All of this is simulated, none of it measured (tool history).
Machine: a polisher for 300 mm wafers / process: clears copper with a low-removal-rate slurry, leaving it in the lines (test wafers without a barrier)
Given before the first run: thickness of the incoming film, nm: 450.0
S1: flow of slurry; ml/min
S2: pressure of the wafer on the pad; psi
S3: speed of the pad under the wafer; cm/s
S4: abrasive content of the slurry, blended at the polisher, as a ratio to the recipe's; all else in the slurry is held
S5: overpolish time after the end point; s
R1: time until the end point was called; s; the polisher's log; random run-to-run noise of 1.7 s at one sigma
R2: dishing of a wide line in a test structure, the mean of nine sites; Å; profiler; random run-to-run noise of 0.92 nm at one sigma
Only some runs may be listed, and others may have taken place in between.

run  hour   S1   S2   S3  S4  S5      R1      R2
  1     0  280  3.3  122   1  16  140.51  282.41
  2   6.6  280  3.6  122   1  17  129.23  317.28
  3   9.7  280  4.4  122   1  17  107.35  345.13
  4  11.6  280  5.1  122   1  17  94.467  360.29
  5  17.9  280  5.1  122   1  20  95.565  381.01
  6  18.8  240  5.1  122   1  20  95.779  390.09
  7  23.5  240    5  122   1  20  97.768  384.13

For run 8, what comes out?
     28.3  -- slurry nozzle cleaned
  8  28.3  240  4.9  122   1  20   ?   ?

R1: 95.528 s
R2: 397.28 Å
